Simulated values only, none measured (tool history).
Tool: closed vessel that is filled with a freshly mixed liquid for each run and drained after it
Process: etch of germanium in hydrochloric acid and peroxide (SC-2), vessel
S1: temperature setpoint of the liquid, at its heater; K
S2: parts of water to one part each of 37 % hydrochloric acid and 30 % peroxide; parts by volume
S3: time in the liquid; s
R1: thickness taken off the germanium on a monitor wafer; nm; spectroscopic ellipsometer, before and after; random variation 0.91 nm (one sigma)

run	hour	S1	S2	S3	R1
1	0	321.15	11.5	90	191.58
2	8.8	321.15	10	90	194.4
3	17.5	321.15	10	95	209.36
4	20.5	321.15	7	95	211.92
5	23.4	321.15	7	90	200.64
6	28.5	321.15	7	95	211.6
7	35.2	318.65	7	95	194.75
8	35.8	317.15	7	95	185.26
9	36.4	315.65	7	95	175.66

The next listed run, before its measurement:
10	43.7	314.65	7	95	?

Run 10 gave R1 168.88 nm.
